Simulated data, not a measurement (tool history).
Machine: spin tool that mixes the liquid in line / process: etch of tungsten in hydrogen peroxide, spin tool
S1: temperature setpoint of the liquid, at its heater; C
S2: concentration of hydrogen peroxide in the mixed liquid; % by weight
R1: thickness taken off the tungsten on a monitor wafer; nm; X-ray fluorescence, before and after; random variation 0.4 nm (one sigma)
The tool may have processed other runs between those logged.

Run 1, hour 0: S1 48 C, S2 21 % by weight, time under the liquid (s) 45. Result: R1 112.98 nm.
Run 2, hour 2.5: S1 45.5 C, S2 21 % by weight, time under the liquid (s) 45. Result: R1 95.698 nm.
Run 3, hour 6.3: S1 48.5 C, S2 21 % by weight, time under the liquid (s) 45. Result: R1 115.97 nm.
Run 4, hour 12.6: S1 48.5 C, S2 23 % by weight, time under the liquid (s) 45. Result: R1 122.81 nm.
Run 5, hour 19.9: S1 45.5 C, S2 23 % by weight, time under the liquid (s) 45. Result: R1 99.917 nm.
Run 6, hour 21.9: S1 50.5 C, S2 23 % by weight, time under the liquid (s) 45. Result: R1 137.67 nm.
Run 7, hour 29.9: S1 47 C, S2 23 % by weight, time under the liquid (s) 45. Result: R1 109.9 nm.
Run 8, hour 31: S1 44.5 C, S2 23 % by weight, time under the liquid (s) 45. Result: R1 95.487 nm.
Run 9, hour 36: S1 42.5 C, S2 23 % by weight, time under the liquid (s) 45. Result: R1 83.26 nm.
Run 10, hour 44.8: S1 41 C, S2 23 % by weight, time under the liquid (s) 45. Result: R1 75.879 nm.
Run 11, hour 50.2: S1 40 C, S2 23 % by weight, time under the liquid (s) 45. Result: R1 71.794 nm.

Run 12 has not been measured yet. What should we expect?
Run 12, hour 53.7: S1 39 C, S2 23 % by weight, time under the liquid (s) 45. Result: R1 ?.

{"run 12": {"R1": 66.338}}
